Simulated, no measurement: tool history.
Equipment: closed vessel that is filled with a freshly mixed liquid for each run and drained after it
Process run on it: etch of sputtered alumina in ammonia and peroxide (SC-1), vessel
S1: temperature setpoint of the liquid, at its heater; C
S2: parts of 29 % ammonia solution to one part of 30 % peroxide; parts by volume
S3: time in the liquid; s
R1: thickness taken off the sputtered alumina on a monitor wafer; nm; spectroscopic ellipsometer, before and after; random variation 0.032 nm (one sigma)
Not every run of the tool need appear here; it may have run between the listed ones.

| run | hour | S1 | S2 | S3 | R1 |
|---|---|---|---|---|---|
| 1 | 0.0 | 60.0 | 0.5 | 60 | 4.2542 |
| 2 | 7.0 | 58.5 | 0.5 | 60 | 3.8501 |
| 3 | 8.5 | 58.0 | 0.5 | 60 | 3.7612 |
| 4 | 13.8 | 57.5 | 0.5 | 60 | 3.7276 |
| 5 | 19.0 | 57.5 | 0.5 | 40 | 2.4721 |
| 6 | 28.3 | 58.5 | 0.5 | 40 | 2.6222 |
| 7 | 37.3 | 60.0 | 0.5 | 40 | 2.8618 |
| 8 | 43.5 | 61.0 | 0.5 | 40 | 3.0238 |

Expected results for the next run?
| 9 | 51.7 | 61.5 | 0.5 | 40 | ? |

R1: 3.0305 nm
